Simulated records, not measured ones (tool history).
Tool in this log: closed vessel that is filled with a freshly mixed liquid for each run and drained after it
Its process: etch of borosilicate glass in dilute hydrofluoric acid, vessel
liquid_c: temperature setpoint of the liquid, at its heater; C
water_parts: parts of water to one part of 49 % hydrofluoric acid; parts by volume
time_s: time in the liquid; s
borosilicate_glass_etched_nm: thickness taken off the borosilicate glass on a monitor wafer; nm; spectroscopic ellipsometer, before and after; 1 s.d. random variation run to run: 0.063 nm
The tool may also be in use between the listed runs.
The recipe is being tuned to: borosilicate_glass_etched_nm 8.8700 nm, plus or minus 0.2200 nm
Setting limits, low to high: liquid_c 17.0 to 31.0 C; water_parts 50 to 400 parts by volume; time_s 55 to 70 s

run  hour  liquid_c  water_parts  time_s  borosilicate_glass_etched_nm
  1   0.0      23.0          225      70                        9.7981
  2   3.4      22.5          225      70                        9.8074
  3   9.8      22.5          305      70                        6.6732
  4  17.6      22.5          305      55                        5.2334
  5  19.9      24.5          295      55                        5.8674
  6  26.3      25.0          275      55                        6.6228
  7  34.8      29.0          255      55                        8.2735
  8  40.2      29.5          255      55                        8.5100
  9  45.7      30.0          255      55                        8.5491

5 next moves are on the table. One of them brings every result within its allowed miss. Which?
  A  51.2      30.5          275      65                             ?
  B  51.2      31.0          295      70                             ?
  C  51.2      29.0          255      55                             ?
  D  51.2      30.0          300      70                             ?
  E  51.2      29.0          260      65                             ?

move  borosilicate_glass_etched_nm
   A                        9.3497
   B                        9.3251
   C                        8.3050
   D                        8.8313
   E                        9.5722
A: takes the result that was furthest off past its target
B: takes the result that was furthest off past its target
C: the biggest miss grows against the last run
D: meets every target
E: takes the result that was furthest off past its target
Move D is the one to make.

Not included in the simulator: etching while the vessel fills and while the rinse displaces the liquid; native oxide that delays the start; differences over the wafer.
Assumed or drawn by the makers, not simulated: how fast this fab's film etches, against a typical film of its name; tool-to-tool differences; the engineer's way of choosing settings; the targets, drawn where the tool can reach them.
